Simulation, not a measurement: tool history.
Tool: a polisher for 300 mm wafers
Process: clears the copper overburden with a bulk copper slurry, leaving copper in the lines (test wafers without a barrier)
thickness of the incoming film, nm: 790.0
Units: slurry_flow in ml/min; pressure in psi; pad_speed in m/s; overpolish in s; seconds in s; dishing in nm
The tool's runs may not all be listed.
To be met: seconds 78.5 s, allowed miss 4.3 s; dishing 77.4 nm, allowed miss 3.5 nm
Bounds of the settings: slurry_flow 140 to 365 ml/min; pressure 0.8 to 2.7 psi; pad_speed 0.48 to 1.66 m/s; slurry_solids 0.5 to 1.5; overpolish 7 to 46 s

run  hour  slurry_flow  pressure  pad_speed  slurry_solids  overpolish  seconds  dishing
  1     0          235       1.7       1.06              1          24   155.46   51.135
  2   7.6          235       1.9       1.06              1          24   145.55   54.829
  3  11.6          235       2.1       1.14              1          23   122.07   57.082
  4  13.5          235       2.3       1.18              1          24   109.65   62.837
  5  15.7          235       2.4       1.24              1          24   102.74    66.57
  6  20.8          235       2.5        1.3              1          24   93.908   68.809
  7  23.9          235       2.6       1.34              1          24   86.181   71.346
  8    30          235       2.6       1.36              1          24   87.045   71.041

Which of these 5 next moves meets every target?
  A  36.1          200       2.6       1.18            0.9          30        ?        ?
  B  36.1          245       2.2       1.34            0.9          40        ?        ?
  C  36.1          300       2.7       1.42           0.95          16        ?        ?
  D  36.1          235       2.7        1.4           1.05          20        ?        ?
  E  36.1          220       2.7       1.46           0.95          28        ?        ?

move  seconds  dishing
   A   101.18   72.069
   B   105.02   72.585
   C   79.253   63.536
   D   79.886   69.039
   E    79.66   75.735
A: further off than the last run
B: further off than the last run
C: brings the result that was furthest off to its target, and leaves another outside
D: brings the result that was furthest off to its target, and leaves another outside
E: meets every target
The right move is E.

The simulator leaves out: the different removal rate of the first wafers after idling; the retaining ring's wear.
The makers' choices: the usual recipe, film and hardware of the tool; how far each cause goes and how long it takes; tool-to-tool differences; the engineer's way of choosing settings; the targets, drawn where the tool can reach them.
